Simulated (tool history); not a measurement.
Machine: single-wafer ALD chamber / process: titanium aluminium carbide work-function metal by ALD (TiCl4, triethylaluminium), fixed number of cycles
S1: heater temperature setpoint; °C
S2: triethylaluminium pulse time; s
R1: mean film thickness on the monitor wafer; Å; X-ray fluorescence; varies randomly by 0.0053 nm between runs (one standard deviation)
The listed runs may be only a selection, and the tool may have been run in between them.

run 1 hour=0 | S1=310 S2=13.71 | R1=20.646
run 2 hour=1.6 | S1=305 S2=11.96 | R1=20.294
run 3 hour=4.2 | S1=301 S2=10.39 | R1=19.728
run 4 hour=10 | S1=298 S2=9.17 | R1=19.271
run 5 hour=11.6 | S1=298 S2=7.43 | R1=18.697
run 6 hour=17.2 | S1=308 S2=7.43 | R1=19.326
run 7 hour=22.3 | S1=305 S2=6.87 | R1=18.864
run 8 hour=29.8 | S1=305 S2=6.87 | R1=18.809

What does the tool deliver on the next run?
run 9 hour=31.1 | S1=304 S2=6.44 | R1=?

Run 9 gave R1 18.479 Å.

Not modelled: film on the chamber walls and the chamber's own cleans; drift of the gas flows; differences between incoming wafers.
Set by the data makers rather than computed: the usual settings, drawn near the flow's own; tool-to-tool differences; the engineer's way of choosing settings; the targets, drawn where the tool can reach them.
